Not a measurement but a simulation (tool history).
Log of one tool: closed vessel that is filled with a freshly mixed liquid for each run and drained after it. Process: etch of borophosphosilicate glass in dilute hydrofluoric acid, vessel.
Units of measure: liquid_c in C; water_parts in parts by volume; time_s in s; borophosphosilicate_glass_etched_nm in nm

run    day  liquid_c  water_parts  time_s  borophosphosilicate_glass_etched_nm
  1      0        24           90      30                               19.933
  2  0.179      25.5           90      30                               21.311
  3  0.529      26.5           90      30                               21.907
  4  0.625      24.5           90      30                               20.283
  5  0.675        26           90      30                               21.551
  6  0.779      23.5           90      30                               19.667
  7  1.121      25.5           90      30                                21.22
  8  1.288      26.5           90      30                               22.184
  9  1.492      27.5           90      30                               23.047
 10  1.529        28           90      30                               23.475

Forecast run 11:
 11  1.708      28.5           90      30                                    ?

{"run 11": {"borophosphosilicate_glass_etched_nm": 23.79}}
